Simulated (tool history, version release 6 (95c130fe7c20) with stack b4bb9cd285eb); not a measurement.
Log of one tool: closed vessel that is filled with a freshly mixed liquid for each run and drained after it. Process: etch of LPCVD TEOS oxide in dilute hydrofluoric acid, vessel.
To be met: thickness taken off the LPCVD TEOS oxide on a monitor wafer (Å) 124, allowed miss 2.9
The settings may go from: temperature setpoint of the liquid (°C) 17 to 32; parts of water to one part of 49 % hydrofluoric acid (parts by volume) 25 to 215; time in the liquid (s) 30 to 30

run	hour	temperature setpoint of the liquid (°C)	parts of water to one part of 49 % hydrofluoric acid (parts by volume)	time in the liquid (s)	thickness taken off the LPCVD TEOS oxide on a monitor wafer (Å)
1	0	24	120	30	55.979
2	4.4	24	120	30	54.57
3	11.6	26.5	105	30	70.933
4	14.6	28	95	30	83.098
5	20.3	28	115	30	67.168
# hour 23.4: hydrofluoric acid flow meter replaced
6	23.4	29	100	30	75.368
7	28.1	29.5	85	30	90.393
8	33	32	60	30	147.93
9	42.2	32	60	30	147.9

Which of these 4 next moves meets every target?
A	51.4	28.5	60	30	?
B	51.4	31.5	65	30	?
C	51.4	32	75	30	?
D	51.4	32	70	30	?

move	thickness taken off the LPCVD TEOS oxide on a monitor wafer (Å)
A	128.77
B	132.52
C	115.25
D	124.45
A: nearer than the last run, and not there yet
B: nearer than the last run, and not there yet
C: takes the result that was furthest off past its target
D: meets every target
The right move is D.
